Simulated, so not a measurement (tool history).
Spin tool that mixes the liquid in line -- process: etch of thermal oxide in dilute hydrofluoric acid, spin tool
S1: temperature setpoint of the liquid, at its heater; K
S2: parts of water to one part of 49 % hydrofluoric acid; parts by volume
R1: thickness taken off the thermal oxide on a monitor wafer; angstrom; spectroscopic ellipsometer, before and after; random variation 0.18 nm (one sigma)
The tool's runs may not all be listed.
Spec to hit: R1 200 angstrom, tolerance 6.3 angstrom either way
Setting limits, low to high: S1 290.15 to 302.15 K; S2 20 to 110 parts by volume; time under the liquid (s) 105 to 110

{"run": 1, "hour": 0.0, "S1": 294.15, "S2": 60, "time under the liquid (s)": 105, "R1": 73.403}
{"run": 2, "hour": 2.2, "S1": 295.15, "S2": 55, "time under the liquid (s)": 105, "R1": 81.433}
{"run": 3, "hour": 7.6, "S1": 296.15, "S2": 50, "time under the liquid (s)": 105, "R1": 95.081}
{"run": 4, "hour": 16.0, "S1": 296.15, "S2": 50, "time under the liquid (s)": 110, "R1": 98.301}
{"hour": 19.1, "done": "hydrofluoric acid flow meter replaced"}
{"run": 5, "hour": 19.1, "S1": 296.65, "S2": 45, "time under the liquid (s)": 110, "R1": 127.54}
{"run": 6, "hour": 21.3, "S1": 296.65, "S2": 25, "time under the liquid (s)": 110, "R1": 231.01}
{"run": 7, "hour": 21.9, "S1": 296.65, "S2": 25, "time under the liquid (s)": 110, "R1": 233.06}
{"run": 8, "hour": 28.8, "S1": 296.15, "S2": 25, "time under the liquid (s)": 110, "R1": 224.98}
{"run": 9, "hour": 36.8, "S1": 295.65, "S2": 25, "time under the liquid (s)": 110, "R1": 221.63}
{"run": 10, "hour": 44.7, "S1": 295.15, "S2": 25, "time under the liquid (s)": 110, "R1": 216.45}
{"run": 11, "hour": 49.2, "S1": 294.15, "S2": 25, "time under the liquid (s)": 110, "R1": 212.44}
{"run": 12, "hour": 56.6, "S1": 292.15, "S2": 25, "time under the liquid (s)": 110, "R1": 191.52}

Consider the 5 candidate settings below. Which is the only one whose results all fall within their allowed miss of target?
{"run": "A", "hour": 64.0, "S1": 294.65, "S2": 25, "time under the liquid (s)": 110, "R1": "?"}
{"run": "B", "hour": 64.0, "S1": 296.15, "S2": 25, "time under the liquid (s)": 105, "R1": "?"}
{"run": "C", "hour": 64.0, "S1": 293.15, "S2": 25, "time under the liquid (s)": 110, "R1": "?"}
{"run": "D", "hour": 64.0, "S1": 290.15, "S2": 20, "time under the liquid (s)": 110, "R1": "?"}
{"run": "E", "hour": 64.0, "S1": 295.15, "S2": 25, "time under the liquid (s)": 110, "R1": "?"}

move=A R1=217.79
move=B R1=221.6
move=C R1=204.18
move=D R1=225.06
move=E R1=222.5
A: carries the result that was furthest off beyond its target, to the other side
B: carries the result that was furthest off beyond its target, to the other side
C: every result within its allowed miss
D: carries the result that was furthest off beyond its target, to the other side
E: carries the result that was furthest off beyond its target, to the other side
Correct choice: C, which meets every target
